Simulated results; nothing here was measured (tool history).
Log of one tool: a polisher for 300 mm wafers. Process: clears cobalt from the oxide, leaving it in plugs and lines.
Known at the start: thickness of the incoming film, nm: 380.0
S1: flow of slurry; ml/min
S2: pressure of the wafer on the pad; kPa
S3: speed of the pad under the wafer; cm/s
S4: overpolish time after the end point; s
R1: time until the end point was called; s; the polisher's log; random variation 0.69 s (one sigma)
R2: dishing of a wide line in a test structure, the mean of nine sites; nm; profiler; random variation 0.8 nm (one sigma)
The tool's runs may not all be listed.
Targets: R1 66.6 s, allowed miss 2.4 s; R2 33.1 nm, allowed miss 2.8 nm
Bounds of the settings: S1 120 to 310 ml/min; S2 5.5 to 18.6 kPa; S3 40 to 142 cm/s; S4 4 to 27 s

| run | hour | S1 | S2 | S3 | S4 | R1 | R2 |
|---|---|---|---|---|---|---|---|
| 1 | 0 | 200 | 11.7 | 90 | 14 | 95.084 | 30.307 |
| 2 | 4.9 | 205 | 13.1 | 90 | 13 | 85.409 | 30.341 |
| 3 | 7.9 | 205 | 13.1 | 90 | 18 | 85.645 | 35.475 |
| 4 | 9.4 | 205 | 11.7 | 90 | 18 | 94.819 | 35.468 |
| 5 | 11.4 | 205 | 13.1 | 90 | 17 | 85.077 | 33.837 |
| 6 | 17.5 | 205 | 13.1 | 108 | 17 | 71.149 | 36.031 |
| 7 | 23.9 | 205 | 13.1 | 108 | 17 | 71.492 | 36.314 |
| 8 | 26.9 | 205 | 13.1 | 108 | 16 | 71.395 | 34.728 |
| 9 | 35.2 | 205 | 13.1 | 108 | 15 | 70.077 | 32.994 |

Which of these 4 next moves meets every target?
| A | 43.5 | 215 | 13.8 | 94 | 14 | ? | ? |
| B | 43.5 | 180 | 13.8 | 110 | 13 | ? | ? |
| C | 43.5 | 230 | 12.4 | 108 | 12 | ? | ? |
| D | 43.5 | 220 | 12.4 | 106 | 12 | ? | ? |

| move | R1 | R2 |
|---|---|---|
| A | 77.644 | 32.18 |
| B | 68.402 | 32.741 |
| C | 74.506 | 30.779 |
| D | 76.305 | 30.478 |
A: further off than the last run
B: meets every target
C: further off than the last run
D: further off than the last run
The right move is B.
